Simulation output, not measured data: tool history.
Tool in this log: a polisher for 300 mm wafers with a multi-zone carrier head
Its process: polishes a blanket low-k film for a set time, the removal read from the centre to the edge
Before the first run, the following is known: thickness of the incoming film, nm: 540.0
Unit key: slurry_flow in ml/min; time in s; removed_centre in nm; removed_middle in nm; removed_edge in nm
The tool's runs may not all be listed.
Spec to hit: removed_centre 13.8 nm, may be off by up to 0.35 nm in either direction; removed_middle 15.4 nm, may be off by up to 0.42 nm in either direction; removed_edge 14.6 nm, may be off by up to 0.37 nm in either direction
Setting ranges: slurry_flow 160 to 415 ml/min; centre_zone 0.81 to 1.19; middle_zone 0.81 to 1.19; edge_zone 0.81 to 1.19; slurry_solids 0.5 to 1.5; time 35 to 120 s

Run 1, hour 0: slurry_flow 265 ml/min, centre_zone 1, middle_zone 1, edge_zone 1, slurry_solids 1, time 77 s. Result: removed_centre 38.061 nm, removed_middle 37.459 nm, removed_edge 37.372 nm.
Run 2, hour 7.7: slurry_flow 265 ml/min, centre_zone 1, middle_zone 0.95, edge_zone 1, slurry_solids 1, time 77 s. Result: removed_centre 37.665 nm, removed_middle 36.15 nm, removed_edge 37.367 nm.
Run 3, hour 13: slurry_flow 240 ml/min, centre_zone 0.96, middle_zone 0.94, edge_zone 0.96, slurry_solids 0.9, time 67 s. Result: removed_centre 29.37 nm, removed_middle 28.839 nm, removed_edge 29.537 nm.
Run 4, hour 19.8: slurry_flow 230 ml/min, centre_zone 0.93, middle_zone 0.94, edge_zone 0.93, slurry_solids 0.8, time 61 s. Result: removed_centre 23.376 nm, removed_middle 23.774 nm, removed_edge 24.072 nm.
Run 5, hour 28.3: slurry_flow 225 ml/min, centre_zone 0.91, middle_zone 0.94, edge_zone 0.9, slurry_solids 0.75, time 58 s. Result: removed_centre 20.691 nm, removed_middle 21.232 nm, removed_edge 21.516 nm.
Run 6, hour 34.8: slurry_flow 225 ml/min, centre_zone 0.91, middle_zone 0.88, edge_zone 0.9, slurry_solids 0.75, time 58 s. Result: removed_centre 20.633 nm, removed_middle 20.261 nm, removed_edge 21.139 nm.
Run 7, hour 42.4: slurry_flow 230 ml/min, centre_zone 0.9, middle_zone 0.9, edge_zone 0.88, slurry_solids 0.7, time 55 s. Result: removed_centre 18.354 nm, removed_middle 18.434 nm, removed_edge 19.061 nm.
Run 8, hour 44.7: slurry_flow 230 ml/min, centre_zone 0.89, middle_zone 0.92, edge_zone 0.86, slurry_solids 0.65, time 54 s. Result: removed_centre 16.469 nm, removed_middle 16.801 nm, removed_edge 17.039 nm.
Run 9, hour 46.7: slurry_flow 195 ml/min, centre_zone 0.83, middle_zone 0.99, edge_zone 0.81, slurry_solids 0.6, time 54 s. Result: removed_centre 13.523 nm, removed_middle 15.946 nm, removed_edge 14.828 nm.
Run 10, hour 52.3: slurry_flow 195 ml/min, centre_zone 0.84, middle_zone 0.99, edge_zone 0.81, slurry_solids 0.6, time 54 s. Result: removed_centre 13.725 nm, removed_middle 16.063 nm, removed_edge 15.025 nm.
Run 11, hour 56.1: slurry_flow 200 ml/min, centre_zone 0.85, middle_zone 0.99, edge_zone 0.81, slurry_solids 0.6, time 54 s. Result: removed_centre 14.125 nm, removed_middle 16.076 nm, removed_edge 14.937 nm.
Run 12, hour 61.2: slurry_flow 195 ml/min, centre_zone 0.85, middle_zone 0.98, edge_zone 0.81, slurry_solids 0.6, time 54 s. Result: removed_centre 13.744 nm, removed_middle 15.846 nm, removed_edge 14.922 nm.
Run 13, hour 68: slurry_flow 200 ml/min, centre_zone 0.85, middle_zone 0.98, edge_zone 0.81, slurry_solids 0.6, time 54 s. Result: removed_centre 13.933 nm, removed_middle 15.961 nm, removed_edge 15.076 nm.
Run 14, hour 75.5: slurry_flow 200 ml/min, centre_zone 0.86, middle_zone 0.98, edge_zone 0.81, slurry_solids 0.6, time 54 s. Result: removed_centre 14.304 nm, removed_middle 15.867 nm, removed_edge 14.901 nm.
Run 15, hour 79.2: slurry_flow 195 ml/min, centre_zone 0.86, middle_zone 0.98, edge_zone 0.81, slurry_solids 0.6, time 54 s. Result: removed_centre 13.96 nm, removed_middle 16.066 nm, removed_edge 14.99 nm.
Run 16, hour 87.9: slurry_flow 200 ml/min, centre_zone 0.86, middle_zone 0.98, edge_zone 0.81, slurry_solids 0.6, time 54 s. Result: removed_centre 14.097 nm, removed_middle 15.911 nm, removed_edge 15.121 nm.

Which single option among these 5 for the next run brings every result within its allowed miss of target? Just one does.
Run A, hour 96.6: slurry_flow 265 ml/min, centre_zone 0.85, middle_zone 0.96, edge_zone 0.83, slurry_solids 0.6, time 51 s. Result: removed_centre ?, removed_middle ?, removed_edge ?.
Run B, hour 96.6: slurry_flow 250 ml/min, centre_zone 0.9, middle_zone 0.97, edge_zone 0.82, slurry_solids 0.55, time 57 s. Result: removed_centre ?, removed_middle ?, removed_edge ?.
Run C, hour 96.6: slurry_flow 190 ml/min, centre_zone 0.94, middle_zone 1.03, edge_zone 0.83, slurry_solids 0.6, time 53 s. Result: removed_centre ?, removed_middle ?, removed_edge ?.
Run D, hour 96.6: slurry_flow 210 ml/min, centre_zone 0.93, middle_zone 0.97, edge_zone 0.81, slurry_solids 0.6, time 52 s. Result: removed_centre ?, removed_middle ?, removed_edge ?.
Run E, hour 96.6: slurry_flow 190 ml/min, centre_zone 0.9, middle_zone 0.92, edge_zone 0.88, slurry_solids 0.55, time 57 s. Result: removed_centre ?, removed_middle ?, removed_edge ?.

move  removed_centre  removed_middle  removed_edge
   A           13.62          15.366        14.556
   B          14.293          15.362         14.39
   C          14.869          16.156        14.591
   D          14.689          15.314        14.371
   E           13.66          14.117        14.345
A: meets every target
B: the furthest-off result lands on target, but another misses its tolerance
C: the furthest-off result lands on target, but another misses its tolerance
D: the furthest-off result lands on target, but another misses its tolerance
E: the furthest-off result lands on target, but another misses its tolerance
A is the move that brings every result within its allowed miss.

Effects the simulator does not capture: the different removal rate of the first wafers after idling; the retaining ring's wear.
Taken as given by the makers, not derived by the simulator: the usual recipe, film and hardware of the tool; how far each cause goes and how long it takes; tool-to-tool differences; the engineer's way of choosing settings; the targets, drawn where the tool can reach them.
